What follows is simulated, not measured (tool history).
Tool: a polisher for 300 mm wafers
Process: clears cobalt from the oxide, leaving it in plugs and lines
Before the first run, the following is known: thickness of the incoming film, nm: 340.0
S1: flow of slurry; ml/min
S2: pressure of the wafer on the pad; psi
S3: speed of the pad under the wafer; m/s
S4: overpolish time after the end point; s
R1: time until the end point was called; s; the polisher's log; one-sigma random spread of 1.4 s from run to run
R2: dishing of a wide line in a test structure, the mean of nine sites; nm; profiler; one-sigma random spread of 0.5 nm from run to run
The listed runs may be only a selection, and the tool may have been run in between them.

run    day   S1   S2    S3  S4      R1      R2
  1      0  125  1.3   0.8  29  162.16  36.073
  2  0.154  100  1.3   0.8  29  170.28  34.799
  3  0.512  100  1.3   0.8  19  166.71   25.68
  4  0.562  105  1.4  0.82  20  155.46  29.621
  5  0.804  110  1.5  0.84  19  137.16  30.008
  6  1.004  110  1.5  0.84  14  134.92  24.436
  7  1.262  110  1.6  0.88  16  121.01  29.034

Forecast run 8:
  8  1.346  115   2  0.96  21   ?   ?

{"run 8": {"R1": 87.655, "R2": 39.939}}
